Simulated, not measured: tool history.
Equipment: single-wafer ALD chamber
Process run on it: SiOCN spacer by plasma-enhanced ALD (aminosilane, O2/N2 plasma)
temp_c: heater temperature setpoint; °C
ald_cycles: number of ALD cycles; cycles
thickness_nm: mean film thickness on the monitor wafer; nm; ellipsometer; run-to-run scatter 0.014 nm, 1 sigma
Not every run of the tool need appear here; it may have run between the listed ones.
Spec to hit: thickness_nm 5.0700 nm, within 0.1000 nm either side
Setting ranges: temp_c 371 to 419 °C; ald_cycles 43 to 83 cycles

run    day  temp_c  ald_cycles  thickness_nm
  1  0.000     395          63        4.0606
  2  0.350     395          67        4.2859
  3  0.425     395          71        4.5745
  4  0.621     391          71        4.5651
  5  0.842     391          62        3.9542
  6  1.096     391          71        4.5697
  7  1.242     391          73        4.7083
  8  1.533     391          75        4.8156
  9  1.604     391          76        4.8742
 10  1.646     391          77        4.9694

Of the 5 settings listed for the next run, only one would bring every result within its allowed miss of target. Which one?
  A  1.688     390          74             ?
  B  1.688     393          79             ?
  C  1.688     392          75             ?
  D  1.688     393          75             ?
  E  1.688     392          76             ?

move  thickness_nm
   A        4.7366
   B        5.0566
   C        4.8006
   D        4.8006
   E        4.8646
A: lands further from the targets than the last run did
B: all results in spec
C: lands further from the targets than the last run did
D: lands further from the targets than the last run did
E: lands further from the targets than the last run did
Go with B: it meets all targets.
